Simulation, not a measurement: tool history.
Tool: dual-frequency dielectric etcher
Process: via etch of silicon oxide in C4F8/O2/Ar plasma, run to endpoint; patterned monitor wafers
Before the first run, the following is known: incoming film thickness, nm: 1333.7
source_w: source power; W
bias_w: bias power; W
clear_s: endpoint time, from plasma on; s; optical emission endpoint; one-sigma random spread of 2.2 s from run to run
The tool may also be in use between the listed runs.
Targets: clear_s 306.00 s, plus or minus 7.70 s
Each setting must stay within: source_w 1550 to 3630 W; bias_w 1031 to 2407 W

{"run": 1, "hour": 0.0, "source_w": 2590, "bias_w": 1719, "clear_s": 254.0}
{"run": 2, "hour": 3.7, "source_w": 2590, "bias_w": 1975, "clear_s": 239.89}
{"run": 3, "hour": 9.8, "source_w": 2590, "bias_w": 2201, "clear_s": 235.07}
{"run": 4, "hour": 18.1, "source_w": 2400, "bias_w": 2201, "clear_s": 241.9}
{"run": 5, "hour": 26.2, "source_w": 2220, "bias_w": 2201, "clear_s": 252.75}
{"run": 6, "hour": 35.0, "source_w": 2220, "bias_w": 2394, "clear_s": 245.18}
{"run": 7, "hour": 43.5, "source_w": 2030, "bias_w": 2209, "clear_s": 259.93}
{"run": 8, "hour": 49.3, "source_w": 1900, "bias_w": 2061, "clear_s": 276.78}
{"run": 9, "hour": 50.3, "source_w": 1800, "bias_w": 2020, "clear_s": 284.73}
{"run": 10, "hour": 56.6, "source_w": 1730, "bias_w": 1990, "clear_s": 290.63}
{"run": 11, "hour": 60.3, "source_w": 1680, "bias_w": 1970, "clear_s": 298.64}

Which of these 5 next moves meets every target?
{"run": "A", "hour": 64.0, "source_w": 1820, "bias_w": 1830, "clear_s": "?"}
{"run": "B", "hour": 64.0, "source_w": 1900, "bias_w": 1909, "clear_s": "?"}
{"run": "C", "hour": 64.0, "source_w": 1860, "bias_w": 1948, "clear_s": "?"}
{"run": "D", "hour": 64.0, "source_w": 1620, "bias_w": 1841, "clear_s": "?"}
{"run": "E", "hour": 64.0, "source_w": 1870, "bias_w": 1867, "clear_s": "?"}

move=A clear_s=290.64
move=B clear_s=281.11
move=C clear_s=282.24
move=D clear_s=307.00
move=E clear_s=285.17
A: lands further from the targets than the last run did
B: lands further from the targets than the last run did
C: lands further from the targets than the last run did
D: each result inside its tolerance
E: lands further from the targets than the last run did
D is the move that brings every result within its allowed miss.
